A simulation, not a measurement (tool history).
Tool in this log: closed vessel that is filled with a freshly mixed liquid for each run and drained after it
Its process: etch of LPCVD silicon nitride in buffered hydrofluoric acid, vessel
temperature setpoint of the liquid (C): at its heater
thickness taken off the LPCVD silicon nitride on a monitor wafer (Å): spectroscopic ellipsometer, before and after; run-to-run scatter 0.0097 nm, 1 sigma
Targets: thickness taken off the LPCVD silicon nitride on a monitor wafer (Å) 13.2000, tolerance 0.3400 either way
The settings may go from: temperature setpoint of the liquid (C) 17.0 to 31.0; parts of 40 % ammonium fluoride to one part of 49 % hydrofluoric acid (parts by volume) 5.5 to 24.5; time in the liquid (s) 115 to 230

run  hour  temperature setpoint of the liquid (C)  parts of 40 % ammonium fluoride to one part of 49 % hydrofluoric acid (parts by volume)  time in the liquid (s)  thickness taken off the LPCVD silicon nitride on a monitor wafer (Å)
  1   0.0                                    23.0                                                                                     15.0                     230                                                               21.4430
  2   3.7                                    23.0                                                                                     15.0                     230                                                               21.5900
  3  12.0                                    23.0                                                                                     15.0                     115                                                               10.9190
  4  18.8                                    23.0                                                                                     19.0                     115                                                                8.5008
  5  20.8                                    20.5                                                                                     19.0                     115                                                                7.5291
  6  30.1                                    20.5                                                                                     19.0                     115                                                                7.5288
  7  34.0                                    23.5                                                                                     19.0                     115                                                                8.9436
  8  36.6                                    25.5                                                                                     19.0                     115                                                               10.0750
  9  44.4                                    27.0                                                                                     19.0                     115                                                               10.8070
 10  49.2                                    28.0                                                                                     19.0                     115                                                               11.3790
 11  52.7                                    29.0                                                                                     19.0                     115                                                               11.9270
 12  59.4                                    29.5                                                                                     19.0                     115                                                               12.4610
 13  68.5                                    29.5                                                                                     19.0                     115                                                               12.3070
 14  74.1                                    30.0                                                                                     19.0                     115                                                               12.5130

Exactly one of the 4 candidate moves below puts every result within its allowed miss. Which one?
  A  79.7                                    31.0                                                                                     21.0                     115                                                                     ?
  B  79.7                                    29.0                                                                                     18.5                     115                                                                     ?
  C  79.7                                    31.0                                                                                     19.0                     115                                                                     ?
  D  79.7                                    30.5                                                                                     20.0                     115                                                                     ?

move  thickness taken off the LPCVD silicon nitride on a monitor wafer (Å)
   A                                                               12.1030
   B                                                               12.1650
   C                                                               13.1570
   D                                                               12.1900
A: its largest miss is bigger than the last run's
B: its largest miss is bigger than the last run's
C: all results in spec
D: its largest miss is bigger than the last run's
Answer: C
